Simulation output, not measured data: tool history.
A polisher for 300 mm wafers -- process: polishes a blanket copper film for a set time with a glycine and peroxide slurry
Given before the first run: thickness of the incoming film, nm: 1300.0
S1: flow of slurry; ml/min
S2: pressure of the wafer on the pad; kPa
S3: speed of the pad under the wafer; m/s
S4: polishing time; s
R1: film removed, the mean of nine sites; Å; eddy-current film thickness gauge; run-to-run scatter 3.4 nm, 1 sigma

run	day	S1	S2	S3	S4	R1
1	0.000	275	20.0	0.80	73	3141.4
2	0.279	280	21.4	0.80	73	3340.2
3	0.433	280	21.4	0.80	76	3492.8
4	0.667	280	22.8	0.80	76	3716.3
5	0.908	325	22.8	0.80	76	3749.6
6	1.221	325	22.8	0.72	76	3558.2

For run 7, what comes out?
7	1.383	330	24.1	0.72	76	?

{"run 7": {"R1": 3679.2}}
